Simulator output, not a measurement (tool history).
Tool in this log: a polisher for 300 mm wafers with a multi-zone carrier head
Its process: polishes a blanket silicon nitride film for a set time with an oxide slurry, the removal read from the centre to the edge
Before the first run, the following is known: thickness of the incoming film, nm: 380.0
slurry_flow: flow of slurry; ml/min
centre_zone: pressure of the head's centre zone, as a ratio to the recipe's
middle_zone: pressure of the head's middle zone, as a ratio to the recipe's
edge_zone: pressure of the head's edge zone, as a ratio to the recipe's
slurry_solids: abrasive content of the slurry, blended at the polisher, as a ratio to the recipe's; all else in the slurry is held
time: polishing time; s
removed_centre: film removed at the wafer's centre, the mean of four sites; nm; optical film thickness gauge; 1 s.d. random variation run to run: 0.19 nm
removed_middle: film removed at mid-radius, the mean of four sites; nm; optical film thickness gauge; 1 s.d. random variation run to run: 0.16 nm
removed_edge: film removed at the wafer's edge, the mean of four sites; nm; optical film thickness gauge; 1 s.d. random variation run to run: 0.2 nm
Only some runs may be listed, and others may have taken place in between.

run 1 hour=0 | slurry_flow=180 centre_zone=1 middle_zone=1 edge_zone=1 slurry_solids=1 time=33 | removed_centre=16.391 removed_middle=16.583 removed_edge=16.48
run 2 hour=9 | slurry_flow=150 centre_zone=1 middle_zone=1 edge_zone=1 slurry_solids=1 time=33 | removed_centre=15.77 removed_middle=15.77 removed_edge=15.997
run 3 hour=15.6 | slurry_flow=150 centre_zone=1 middle_zone=1 edge_zone=1 slurry_solids=1 time=27 | removed_centre=12.895 removed_middle=13.047 removed_edge=13.008
run 4 hour=17.9 | slurry_flow=160 centre_zone=0.99 middle_zone=0.99 edge_zone=1.03 slurry_solids=1.1 time=28 | removed_centre=14.377 removed_middle=14.467 removed_edge=14.69
run 5 hour=19.1 | slurry_flow=130 centre_zone=0.99 middle_zone=0.99 edge_zone=1.03 slurry_solids=1.1 time=28 | removed_centre=13.503 removed_middle=13.629 removed_edge=14.002
run 6 hour=23.6 | slurry_flow=150 centre_zone=0.98 middle_zone=0.97 edge_zone=1.06 slurry_solids=1.15 time=28 | removed_centre=14.067 removed_middle=14.406 removed_edge=15.086
run 7 hour=31.9 | slurry_flow=165 centre_zone=0.98 middle_zone=0.95 edge_zone=1.08 slurry_solids=1.2 time=28 | removed_centre=14.872 removed_middle=14.435 removed_edge=15.949

Predict the results of run 8:
run 8 hour=39.2 | slurry_flow=180 centre_zone=0.97 middle_zone=0.95 edge_zone=1.1 slurry_solids=1.25 time=28 | removed_centre=? removed_middle=? removed_edge=?

Run 8 yielded removed_centre 15.322 nm, removed_middle 15.114 nm, removed_edge 16.236 nm.
